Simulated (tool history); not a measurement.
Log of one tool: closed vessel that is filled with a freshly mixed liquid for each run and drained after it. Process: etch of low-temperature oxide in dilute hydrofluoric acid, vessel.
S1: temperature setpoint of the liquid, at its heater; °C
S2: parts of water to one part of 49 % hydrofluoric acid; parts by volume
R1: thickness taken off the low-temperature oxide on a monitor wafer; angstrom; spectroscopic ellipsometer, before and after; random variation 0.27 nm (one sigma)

run 1 hour=0 | S1=26 S2=280 time_in_the_liquid_(s)=330 | R1=201.86
run 2 hour=7.5 | S1=26 S2=280 time_in_the_liquid_(s)=255 | R1=156.18
run 3 hour=10.1 | S1=28 S2=225 time_in_the_liquid_(s)=270 | R1=232.41
run 4 hour=14.9 | S1=29.5 S2=185 time_in_the_liquid_(s)=280 | R1=320.94
run 5 hour=21.7 | S1=29.5 S2=185 time_in_the_liquid_(s)=255 | R1=295.93
run 6 hour=31.1 | S1=29.5 S2=185 time_in_the_liquid_(s)=255 | R1=294.99
run 7 hour=38.7 | S1=33.5 S2=75 time_in_the_liquid_(s)=310 | R1=1178.2
run 8 hour=41.7 | S1=32 S2=75 time_in_the_liquid_(s)=310 | R1=1129.5
run 9 hour=44.7 | S1=29 S2=75 time_in_the_liquid_(s)=310 | R1=994.54

Forecast run 10:
run 10 hour=50.2 | S1=26.5 S2=80 time_in_the_liquid_(s)=310 | R1=?

R1: 841.05 angstrom
